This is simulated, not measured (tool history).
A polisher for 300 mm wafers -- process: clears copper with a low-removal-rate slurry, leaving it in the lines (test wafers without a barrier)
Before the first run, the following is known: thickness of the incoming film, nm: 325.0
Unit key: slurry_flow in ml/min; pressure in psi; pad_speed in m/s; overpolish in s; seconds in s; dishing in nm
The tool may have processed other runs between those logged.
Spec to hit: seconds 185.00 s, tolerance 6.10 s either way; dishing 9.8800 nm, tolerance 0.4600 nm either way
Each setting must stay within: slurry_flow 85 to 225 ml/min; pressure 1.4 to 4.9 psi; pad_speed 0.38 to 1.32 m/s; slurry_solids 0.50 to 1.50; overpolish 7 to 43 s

| run | hour | slurry_flow | pressure | pad_speed | slurry_solids | overpolish | seconds | dishing |
|---|---|---|---|---|---|---|---|---|
| 1 | 0.0 | 145 | 3.1 | 0.84 | 1.00 | 22 | 140.52 | 15.2690 |
| 2 | 6.4 | 145 | 3.1 | 0.74 | 1.00 | 22 | 159.19 | 15.0140 |
| 3 | 12.9 | 145 | 3.1 | 0.74 | 1.10 | 22 | 153.78 | 14.6730 |
| 4 | 21.6 | 145 | 3.1 | 0.84 | 1.10 | 22 | 136.95 | 15.5450 |
| 5 | 22.7 | 145 | 3.1 | 0.84 | 1.20 | 22 | 133.69 | 15.9360 |
| 6 | 30.7 | 170 | 3.2 | 0.74 | 0.95 | 17 | 151.20 | 14.0340 |
| 7 | 35.4 | 190 | 3.3 | 0.68 | 0.80 | 14 | 164.55 | 12.7620 |
| 8 | 39.6 | 225 | 3.4 | 0.60 | 0.55 | 7 | 200.43 | 7.0867 |
| 9 | 45.9 | 200 | 3.5 | 0.60 | 0.55 | 8 | 202.20 | 8.0882 |
| 10 | 50.9 | 170 | 4.0 | 0.60 | 0.55 | 15 | 180.11 | 12.4760 |
| 11 | 58.3 | 185 | 3.9 | 0.60 | 0.55 | 14 | 183.38 | 12.0700 |
| 12 | 62.8 | 195 | 3.8 | 0.62 | 0.55 | 13 | 181.95 | 11.4320 |
| 13 | 70.8 | 200 | 3.7 | 0.62 | 0.55 | 12 | 185.89 | 11.0170 |
| 14 | 73.0 | 200 | 3.7 | 0.62 | 0.55 | 11 | 184.38 | 10.5410 |

Exercise: of the 5 proposed moves below, exactly one satisfies all targets within the stated allowed misses. Which move is it?
| A | 75.2 | 225 | 3.1 | 0.66 | 0.70 | 10 | ? | ? |
| B | 75.2 | 145 | 4.1 | 0.54 | 0.75 | 12 | ? | ? |
| C | 75.2 | 195 | 3.1 | 0.64 | 0.65 | 13 | ? | ? |
| D | 75.2 | 210 | 3.1 | 0.66 | 0.70 | 12 | ? | ? |
| E | 75.2 | 215 | 3.0 | 0.72 | 0.60 | 12 | ? | ? |

| move | seconds | dishing |
|---|---|---|
| A | 181.04 | 10.0860 |
| B | 177.67 | 11.3700 |
| C | 196.67 | 11.2060 |
| D | 183.14 | 11.1520 |
| E | 184.44 | 11.1040 |
A: hits every target within its allowed miss
B: further off than the last run
C: further off than the last run
D: further off than the last run
E: further off than the last run
A is the move that brings every result within its allowed miss.

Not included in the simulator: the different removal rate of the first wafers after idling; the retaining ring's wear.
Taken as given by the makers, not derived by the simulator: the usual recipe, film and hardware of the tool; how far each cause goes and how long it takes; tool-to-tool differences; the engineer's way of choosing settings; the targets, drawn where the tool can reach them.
